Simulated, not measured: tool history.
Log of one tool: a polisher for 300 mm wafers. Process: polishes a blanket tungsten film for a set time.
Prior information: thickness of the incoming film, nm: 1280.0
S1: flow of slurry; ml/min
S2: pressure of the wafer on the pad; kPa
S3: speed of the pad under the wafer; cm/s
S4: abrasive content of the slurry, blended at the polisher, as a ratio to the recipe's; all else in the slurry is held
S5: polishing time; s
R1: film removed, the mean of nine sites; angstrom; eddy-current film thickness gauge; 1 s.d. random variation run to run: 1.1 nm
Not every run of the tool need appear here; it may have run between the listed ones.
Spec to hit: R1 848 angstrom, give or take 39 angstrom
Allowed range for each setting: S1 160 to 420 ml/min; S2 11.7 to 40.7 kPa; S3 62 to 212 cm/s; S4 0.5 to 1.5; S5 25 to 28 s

run	day	S1	S2	S3	S4	S5	R1
1	0	270	26.2	136	1	28	1568.2
2	0.312	270	22.1	132	1	28	1266.8
3	0.612	270	19.3	130	1	28	1108.2
4	0.775	270	19.3	130	1.1	28	1144.8
5	1.096	270	17.2	130	1.1	28	1018.1
6	1.158	270	15.9	130	1.1	28	964.39
7	1.438	270	15.9	130	1.1	28	937.43
8	1.546	270	15.2	130	1.1	28	918.81

Exercise: of the 5 proposed moves below, exactly one satisfies all targets within the stated allowed misses. Which move is it?
A	1.654	310	15.9	126	0.85	27	?
B	1.654	245	13.1	138	1.2	26	?
C	1.654	275	16.5	98	1.15	27	?
D	1.654	260	15.2	116	1.1	25	?
E	1.654	255	13.1	142	1.05	25	?

move	R1
A	810.46
B	768.54
C	737.28
D	713.32
E	730.86
A: meets every target
B: carries the result that was furthest off beyond its target, to the other side
C: carries the result that was furthest off beyond its target, to the other side
D: carries the result that was furthest off beyond its target, to the other side
E: carries the result that was furthest off beyond its target, to the other side
A is the move that brings every result within its allowed miss.
